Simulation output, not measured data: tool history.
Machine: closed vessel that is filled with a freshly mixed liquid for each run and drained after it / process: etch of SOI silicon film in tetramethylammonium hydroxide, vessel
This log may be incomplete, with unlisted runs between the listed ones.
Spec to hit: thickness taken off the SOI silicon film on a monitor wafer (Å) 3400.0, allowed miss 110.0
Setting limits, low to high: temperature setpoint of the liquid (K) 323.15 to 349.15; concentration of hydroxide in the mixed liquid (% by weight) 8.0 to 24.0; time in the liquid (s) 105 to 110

| run | hour | temperature setpoint of the liquid (K) | concentration of hydroxide in the mixed liquid (% by weight) | time in the liquid (s) | thickness taken off the SOI silicon film on a monitor wafer (Å) |
|---|---|---|---|---|---|
| 1 | 0.0 | 336.15 | 16.0 | 105 | 4000.5 |
| 2 | 4.8 | 336.15 | 13.0 | 105 | 4434.5 |
| 3 | 10.3 | 340.15 | 13.0 | 105 | 5518.7 |
| 4 | 17.2 | 338.15 | 13.0 | 105 | 4942.8 |
| 5 | 21.6 | 338.15 | 11.5 | 105 | 5149.2 |
| 6 | 25.7 | 335.15 | 11.5 | 105 | 4308.6 |
| 7 | 28.9 | 334.15 | 11.5 | 105 | 4077.2 |
| 8 | 36.7 | 333.65 | 11.5 | 105 | 3918.2 |
| 9 | 41.1 | 333.15 | 11.5 | 105 | 3785.7 |

Consider the 5 candidate settings below. Which is the only one whose results all fall within their allowed miss of target?
| A | 45.5 | 333.65 | 9.5 | 110 | ? |
| B | 45.5 | 329.65 | 10.0 | 110 | ? |
| C | 45.5 | 330.15 | 11.0 | 105 | ? |
| D | 45.5 | 328.15 | 8.5 | 105 | ? |
| E | 45.5 | 331.65 | 9.5 | 110 | ? |

| move | thickness taken off the SOI silicon film on a monitor wafer (Å) |
|---|---|
| A | 4447.7 |
| B | 3382.2 |
| C | 3227.8 |
| D | 3116.6 |
| E | 3922.6 |
A: lands further from the targets than the last run did
B: every result lands within tolerance
C: takes the result that was furthest off past its target
D: takes the result that was furthest off past its target
E: lands further from the targets than the last run did
B is the move that brings every result within its allowed miss.

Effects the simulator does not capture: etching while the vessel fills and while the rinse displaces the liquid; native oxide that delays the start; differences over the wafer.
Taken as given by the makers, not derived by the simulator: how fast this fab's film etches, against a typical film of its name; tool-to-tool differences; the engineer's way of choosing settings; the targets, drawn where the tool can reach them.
